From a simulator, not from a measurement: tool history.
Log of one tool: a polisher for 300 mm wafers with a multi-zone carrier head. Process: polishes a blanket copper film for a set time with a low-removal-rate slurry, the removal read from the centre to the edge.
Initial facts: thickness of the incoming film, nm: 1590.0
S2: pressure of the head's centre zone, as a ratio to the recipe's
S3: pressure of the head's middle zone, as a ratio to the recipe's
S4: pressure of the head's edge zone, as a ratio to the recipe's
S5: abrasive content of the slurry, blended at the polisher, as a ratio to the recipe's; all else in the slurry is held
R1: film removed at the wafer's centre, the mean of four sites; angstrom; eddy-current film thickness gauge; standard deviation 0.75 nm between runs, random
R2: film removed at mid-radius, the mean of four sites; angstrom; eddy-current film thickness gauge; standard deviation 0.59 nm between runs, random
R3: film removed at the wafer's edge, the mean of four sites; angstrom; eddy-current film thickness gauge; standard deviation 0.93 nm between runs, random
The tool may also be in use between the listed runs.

Run 1, hour 0.0: flow of slurry (ml/min) 205, S2 1.00, S3 1.00, S4 1.00, S5 1.00, polishing time (s) 72. Result: R1 1068.00 angstrom, R2 1115.80 angstrom, R3 1140.70 angstrom.
Run 2, hour 8.5: flow of slurry (ml/min) 195, S2 1.02, S3 0.95, S4 0.97, S5 0.90, polishing time (s) 72. Result: R1 1045.80 angstrom, R2 1024.20 angstrom, R3 1087.40 angstrom.
Run 3, hour 16.2: flow of slurry (ml/min) 185, S2 1.04, S3 0.91, S4 0.93, S5 0.85, polishing time (s) 72. Result: R1 1032.90 angstrom, R2 978.56 angstrom, R3 1049.50 angstrom.
Run 4, hour 24.4: flow of slurry (ml/min) 185, S2 0.98, S3 0.91, S4 0.93, S5 0.85, polishing time (s) 72. Result: R1 989.18 angstrom, R2 962.88 angstrom, R3 1043.60 angstrom.
Run 5, hour 29.3: flow of slurry (ml/min) 175, S2 1.02, S3 0.88, S4 0.91, S5 0.80, polishing time (s) 72. Result: R1 1001.80 angstrom, R2 915.88 angstrom, R3 1010.90 angstrom.
Run 6, hour 35.2: flow of slurry (ml/min) 165, S2 1.04, S3 0.86, S4 0.89, S5 0.80, polishing time (s) 72. Result: R1 1012.90 angstrom, R2 882.22 angstrom, R3 991.12 angstrom.

For run 7, what comes out?
Run 7, hour 43.8: flow of slurry (ml/min) 155, S2 1.05, S3 0.85, S4 0.88, S5 0.80, polishing time (s) 72. Result: R1 ?, R2 ?, R3 ?.

Run 7 yielded R1 1008.20 angstrom, R2 870.83 angstrom, R3 983.81 angstrom.

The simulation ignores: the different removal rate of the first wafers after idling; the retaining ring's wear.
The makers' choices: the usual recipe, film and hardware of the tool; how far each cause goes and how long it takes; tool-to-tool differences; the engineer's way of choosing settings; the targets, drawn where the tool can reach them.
